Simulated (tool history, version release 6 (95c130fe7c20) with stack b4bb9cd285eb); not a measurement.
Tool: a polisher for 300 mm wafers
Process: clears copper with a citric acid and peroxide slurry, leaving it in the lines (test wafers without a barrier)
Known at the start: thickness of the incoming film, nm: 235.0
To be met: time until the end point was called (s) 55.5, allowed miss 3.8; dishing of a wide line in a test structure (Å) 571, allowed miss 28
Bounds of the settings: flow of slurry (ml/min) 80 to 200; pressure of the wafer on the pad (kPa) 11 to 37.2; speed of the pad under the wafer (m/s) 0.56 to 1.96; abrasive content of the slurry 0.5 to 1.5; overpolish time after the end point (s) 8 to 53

run	hour	flow of slurry (ml/min)	pressure of the wafer on the pad (kPa)	speed of the pad under the wafer (m/s)	abrasive content of the slurry	overpolish time after the end point (s)	time until the end point was called (s)	dishing of a wide line in a test structure (Å)
1	0	130	24.1	1.26	1	27	78.199	428.41
2	2.3	130	26.9	1.28	1	28	70.924	463.57
3	3.5	110	26.9	1.28	1	28	69.893	465.56
4	9.3	85	26.9	1.28	1	28	78.313	444.45
5	16.1	85	26.9	1.28	1	20	76.992	360.39
6	18.4	85	24.1	1.28	1	20	85.705	332.16
7	21.6	90	27.6	1.28	1	23	71.968	407.13
8	27.6	90	27.6	1.28	1	23	73.779	413.41
9	32.7	100	29.6	1.28	1	24	68.719	445.87
10	33.9	105	31.7	1.28	1	25	59.984	470.25
11	37.7	105	32.4	1.28	1	27	61.328	502.99
12	41.5	110	33.1	1.28	1	28	58.297	524.34

5 next moves are on the table. One of them brings every result within its allowed miss. Which?
A	45.3	110	34.5	1.18	0.8	27	?	?
B	45.3	125	35.2	1.26	1	27	?	?
C	45.3	110	37.2	1.28	0.75	33	?	?
D	45.3	105	33.8	1.36	0.9	27	?	?
E	45.3	85	36.5	1.14	1.05	29	?	?

move	time until the end point was called (s)	dishing of a wide line in a test structure (Å)
A	62.208	484.18
B	52.775	521.86
C	54.187	559.32
D	54.12	515.34
E	59.969	510.22
A: further off than the last run
B: further off than the last run
C: meets every target
D: further off than the last run
E: further off than the last run
The right move is C.
